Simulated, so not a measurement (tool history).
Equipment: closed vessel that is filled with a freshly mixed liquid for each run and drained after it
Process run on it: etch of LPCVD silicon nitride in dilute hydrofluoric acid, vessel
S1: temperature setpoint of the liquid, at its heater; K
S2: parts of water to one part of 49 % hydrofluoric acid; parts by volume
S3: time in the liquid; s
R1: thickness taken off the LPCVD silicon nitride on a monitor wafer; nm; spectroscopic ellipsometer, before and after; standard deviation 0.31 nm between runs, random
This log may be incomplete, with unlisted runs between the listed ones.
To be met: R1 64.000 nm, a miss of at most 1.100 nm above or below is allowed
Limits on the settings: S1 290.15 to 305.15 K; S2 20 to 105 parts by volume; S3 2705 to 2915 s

run,hour,S1,S2,S3,R1
1,0.0,297.15,55,2705,26.664
2,8.7,297.15,40,2705,36.651
3,18.4,297.15,25,2705,57.909
4,27.3,297.15,40,2705,36.964
5,33.3,298.15,40,2705,39.399
6,37.1,299.15,40,2705,42.217
7,46.2,299.65,40,2705,43.781
8,52.8,303.65,40,2705,56.650
9,60.9,305.15,40,2705,61.819

Which single option among these 4 for the next run brings every result within its allowed miss of target? Just one does.
A,69.0,305.15,40,2805,?
B,69.0,304.65,40,2795,?
C,69.0,304.15,40,2730,?
D,69.0,304.65,40,2775,?

move,R1
A,64.791
B,62.525
C,59.139
D,62.078
A: all results land within tolerance of their targets
B: nearer than the last run, and not there yet
C: the biggest miss grows against the last run
D: nearer than the last run, and not there yet
Answer: A
